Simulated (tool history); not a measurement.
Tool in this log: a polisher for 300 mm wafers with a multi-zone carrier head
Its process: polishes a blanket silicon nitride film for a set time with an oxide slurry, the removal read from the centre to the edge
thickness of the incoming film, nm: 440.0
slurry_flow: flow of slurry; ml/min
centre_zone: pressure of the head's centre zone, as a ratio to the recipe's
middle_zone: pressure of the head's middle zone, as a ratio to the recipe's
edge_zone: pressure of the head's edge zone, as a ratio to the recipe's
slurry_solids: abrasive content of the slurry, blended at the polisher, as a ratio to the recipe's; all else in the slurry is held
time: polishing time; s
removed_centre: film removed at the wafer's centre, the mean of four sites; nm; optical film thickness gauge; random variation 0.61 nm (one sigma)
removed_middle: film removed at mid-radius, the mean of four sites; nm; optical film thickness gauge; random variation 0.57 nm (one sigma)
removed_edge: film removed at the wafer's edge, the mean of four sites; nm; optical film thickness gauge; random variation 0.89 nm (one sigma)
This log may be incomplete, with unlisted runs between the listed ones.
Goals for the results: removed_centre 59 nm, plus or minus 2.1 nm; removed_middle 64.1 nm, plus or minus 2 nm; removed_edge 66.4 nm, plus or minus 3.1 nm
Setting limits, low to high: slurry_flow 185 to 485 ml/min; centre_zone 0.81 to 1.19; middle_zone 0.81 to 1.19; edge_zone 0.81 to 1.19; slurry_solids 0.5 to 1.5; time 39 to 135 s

Run 1, hour 0: slurry_flow 310 ml/min, centre_zone 1, middle_zone 1, edge_zone 1, slurry_solids 1, time 87 s. Result: removed_centre 42.692 nm, removed_middle 42.875 nm, removed_edge 43.331 nm.
Run 2, hour 7.7: slurry_flow 310 ml/min, centre_zone 0.96, middle_zone 1, edge_zone 1, slurry_solids 1, time 87 s. Result: removed_centre 41.363 nm, removed_middle 43.123 nm, removed_edge 42.875 nm.
Run 3, hour 13.3: slurry_flow 310 ml/min, centre_zone 0.96, middle_zone 1.01, edge_zone 1.02, slurry_solids 1.05, time 88 s. Result: removed_centre 42.426 nm, removed_middle 45.832 nm, removed_edge 43.714 nm.
Run 4, hour 20.6: slurry_flow 380 ml/min, centre_zone 0.96, middle_zone 1.01, edge_zone 1.02, slurry_solids 1.05, time 88 s. Result: removed_centre 43.658 nm, removed_middle 46.283 nm, removed_edge 45.659 nm.
Run 5, hour 28.6: slurry_flow 390 ml/min, centre_zone 0.96, middle_zone 1, edge_zone 1.04, slurry_solids 1.1, time 89 s. Result: removed_centre 44.058 nm, removed_middle 46.182 nm, removed_edge 47.658 nm.
At hour 36.2: worn pad replaced by a new one.
Run 6, hour 36.2: slurry_flow 390 ml/min, centre_zone 0.96, middle_zone 1, edge_zone 1.07, slurry_solids 1.1, time 89 s. Result: removed_centre 47.952 nm, removed_middle 50.891 nm, removed_edge 51.274 nm.
Run 7, hour 40: slurry_flow 395 ml/min, centre_zone 0.96, middle_zone 1, edge_zone 1.09, slurry_solids 1.1, time 89 s. Result: removed_centre 47.988 nm, removed_middle 50.455 nm, removed_edge 52.059 nm.
Run 8, hour 40.5: slurry_flow 400 ml/min, centre_zone 0.96, middle_zone 1, edge_zone 1.1, slurry_solids 1.15, time 89 s. Result: removed_centre 48.769 nm, removed_middle 51.317 nm, removed_edge 52.718 nm.
Run 9, hour 42.2: slurry_flow 405 ml/min, centre_zone 0.96, middle_zone 1, edge_zone 1.11, slurry_solids 1.2, time 89 s. Result: removed_centre 49.504 nm, removed_middle 51.25 nm, removed_edge 54.122 nm.
Run 10, hour 50.1: slurry_flow 410 ml/min, centre_zone 0.96, middle_zone 1.01, edge_zone 1.12, slurry_solids 1.25, time 89 s. Result: removed_centre 50.548 nm, removed_middle 53.848 nm, removed_edge 55.769 nm.
Run 11, hour 51.1: slurry_flow 415 ml/min, centre_zone 0.96, middle_zone 1.01, edge_zone 1.13, slurry_solids 1.3, time 89 s. Result: removed_centre 51.587 nm, removed_middle 54.241 nm, removed_edge 57.344 nm.
Run 12, hour 55.4: slurry_flow 420 ml/min, centre_zone 0.96, middle_zone 1.02, edge_zone 1.14, slurry_solids 1.35, time 89 s. Result: removed_centre 51.903 nm, removed_middle 56.303 nm, removed_edge 57.162 nm.

Pick the move, out of 4, that brings all results within their allowed miss; only one does.
Run A, hour 59.7: slurry_flow 425 ml/min, centre_zone 0.86, middle_zone 0.94, edge_zone 1.15, slurry_solids 1.4, time 102 s. Result: removed_centre ?, removed_middle ?, removed_edge ?.
Run B, hour 59.7: slurry_flow 445 ml/min, centre_zone 0.87, middle_zone 1.02, edge_zone 1.14, slurry_solids 1.35, time 87 s. Result: removed_centre ?, removed_middle ?, removed_edge ?.
Run C, hour 59.7: slurry_flow 430 ml/min, centre_zone 0.94, middle_zone 1.01, edge_zone 1.12, slurry_solids 1.5, time 99 s. Result: removed_centre ?, removed_middle ?, removed_edge ?.
Run D, hour 59.7: slurry_flow 325 ml/min, centre_zone 1.17, middle_zone 0.88, edge_zone 1.08, slurry_solids 1.35, time 90 s. Result: removed_centre ?, removed_middle ?, removed_edge ?.

move  removed_centre  removed_middle  removed_edge
   A          53.954          60.944        66.376
   B          46.177          54.763        55.758
   C          58.686          63.893        65.012
   D          62.522          49.393        55.096
A: better than the last run, though not everything is in spec
B: moves away from the targets compared with the last run
C: each result inside its tolerance
D: moves away from the targets compared with the last run
Move C is the one to make.
